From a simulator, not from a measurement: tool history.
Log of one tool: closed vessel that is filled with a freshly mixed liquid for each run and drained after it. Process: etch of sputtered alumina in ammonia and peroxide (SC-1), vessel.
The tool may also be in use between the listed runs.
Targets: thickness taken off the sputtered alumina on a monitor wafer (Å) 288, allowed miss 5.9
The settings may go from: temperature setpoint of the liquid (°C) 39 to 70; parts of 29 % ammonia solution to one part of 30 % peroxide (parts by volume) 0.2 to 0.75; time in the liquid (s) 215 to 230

| run | day | temperature setpoint of the liquid (°C) | parts of 29 % ammonia solution to one part of 30 % peroxide (parts by volume) | time in the liquid (s) | thickness taken off the sputtered alumina on a monitor wafer (Å) |
|---|---|---|---|---|---|
| 1 | 0 | 55 | 0.45 | 215 | 227.36 |
| 2 | 0.346 | 56 | 0.45 | 215 | 240.28 |
| 3 | 0.488 | 56 | 0.35 | 215 | 233.84 |
| 4 | 0.658 | 57 | 0.35 | 215 | 247.18 |
| 5 | 0.712 | 57 | 0.35 | 215 | 247.07 |
| 6 | 0.879 | 58 | 0.35 | 215 | 260.21 |
| 7 | 1.008 | 58 | 0.35 | 215 | 259.23 |
| 8 | 1.196 | 58.5 | 0.35 | 215 | 265.82 |
| 9 | 1.462 | 59 | 0.35 | 215 | 274.91 |

5 next moves are on the table. One of them brings every result within its allowed miss. Which?
| A | 1.729 | 59 | 0.4 | 215 | ? |
| B | 1.729 | 59 | 0.45 | 220 | ? |
| C | 1.729 | 59.5 | 0.35 | 230 | ? |
| D | 1.729 | 60 | 0.35 | 225 | ? |
| E | 1.729 | 60 | 0.4 | 225 | ? |

| move | thickness taken off the sputtered alumina on a monitor wafer (Å) |
|---|---|
| A | 277.91 |
| B | 287.57 |
| C | 301.24 |
| D | 302.37 |
| E | 306.22 |
A: nearer than the last run, and not there yet
B: meets every target
C: takes the result that was furthest off past its target
D: takes the result that was furthest off past its target
E: takes the result that was furthest off past its target
Move B is the one to make.
